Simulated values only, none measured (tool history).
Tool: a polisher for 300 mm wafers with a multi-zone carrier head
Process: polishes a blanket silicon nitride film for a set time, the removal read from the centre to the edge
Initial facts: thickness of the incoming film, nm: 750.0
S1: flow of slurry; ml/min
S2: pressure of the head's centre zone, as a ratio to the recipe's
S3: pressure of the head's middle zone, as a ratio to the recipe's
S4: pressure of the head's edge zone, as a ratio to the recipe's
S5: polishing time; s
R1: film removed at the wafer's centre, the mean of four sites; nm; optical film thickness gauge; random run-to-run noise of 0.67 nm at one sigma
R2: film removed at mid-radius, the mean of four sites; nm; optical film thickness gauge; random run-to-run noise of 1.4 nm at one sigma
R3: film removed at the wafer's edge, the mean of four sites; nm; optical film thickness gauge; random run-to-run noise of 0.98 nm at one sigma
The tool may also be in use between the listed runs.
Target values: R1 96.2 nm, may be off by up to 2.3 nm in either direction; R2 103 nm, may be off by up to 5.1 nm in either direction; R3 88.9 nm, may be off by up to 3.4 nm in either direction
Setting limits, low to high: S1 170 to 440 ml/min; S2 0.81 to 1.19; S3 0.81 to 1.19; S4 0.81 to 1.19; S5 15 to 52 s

run  hour   S1    S2    S3    S4  S5      R1      R2      R3
  1     0  280     1     1     1  33   68.46  69.123  67.558
  2   1.3  280     1  1.07     1  33      68  69.958  66.726
  3   7.6  250     1  1.07     1  33  68.137  71.031  66.599
  4  14.2  250     1  1.15     1  33  67.426  76.394  66.149
  5  18.8  250  0.97  1.15     1  33  66.184  75.244  66.762
  6  22.2  250  1.01  1.16  1.02  36  74.687  84.424  71.422
  7  29.8  255  1.02  1.14  1.04  38  80.563  88.187  78.474
  8  34.5  255  1.02  1.14  1.04  38  79.588   87.95  78.526
  9  37.5  255  1.05  1.15  1.06  39  84.312  92.254   83.04
 10  42.3  255  1.07  1.16  1.06  40  88.987  92.921  82.927

Exactly one of the 4 candidate moves below puts every result within its allowed miss. Which one?
  A  47.1  360  1.02  1.15  0.96  44   ?   ?   ?
  B  47.1  225  0.94  1.18   1.1  43   ?   ?   ?
  C  47.1  300     1  1.03  1.19  41   ?   ?   ?
  D  47.1  325  0.87  1.15  1.19  42   ?   ?   ?

move      R1      R2      R3
   A  95.033  103.16  89.976
   B  82.224  99.373  91.439
   C  85.503  86.789  92.549
   D  76.668  97.819  95.086
A: all results land within tolerance of their targets
B: moves away from the targets compared with the last run
C: moves away from the targets compared with the last run
D: moves away from the targets compared with the last run
The move that meets every target is A.
